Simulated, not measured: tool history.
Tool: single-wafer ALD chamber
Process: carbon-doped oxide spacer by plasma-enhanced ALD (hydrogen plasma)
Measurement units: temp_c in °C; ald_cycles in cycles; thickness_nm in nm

Run 1, hour 0: temp_c 380 °C, ald_cycles 368 cycles. Result: thickness_nm 18.309 nm.
Run 2, hour 3.9: temp_c 373 °C, ald_cycles 368 cycles. Result: thickness_nm 18.434 nm.
Run 3, hour 12.7: temp_c 384 °C, ald_cycles 368 cycles. Result: thickness_nm 18.419 nm.
Run 4, hour 20.8: temp_c 384 °C, ald_cycles 374 cycles. Result: thickness_nm 18.691 nm.
Run 5, hour 24.3: temp_c 384 °C, ald_cycles 394 cycles. Result: thickness_nm 19.725 nm.
Run 6, hour 32.2: temp_c 384 °C, ald_cycles 371 cycles. Result: thickness_nm 18.543 nm.
Run 7, hour 35: temp_c 384 °C, ald_cycles 377 cycles. Result: thickness_nm 18.866 nm.

Run 8 comes next. What will it give?
Run 8, hour 40.5: temp_c 384 °C, ald_cycles 382 cycles. Result: thickness_nm ?.

{"run 8": {"thickness_nm": 19.025}}
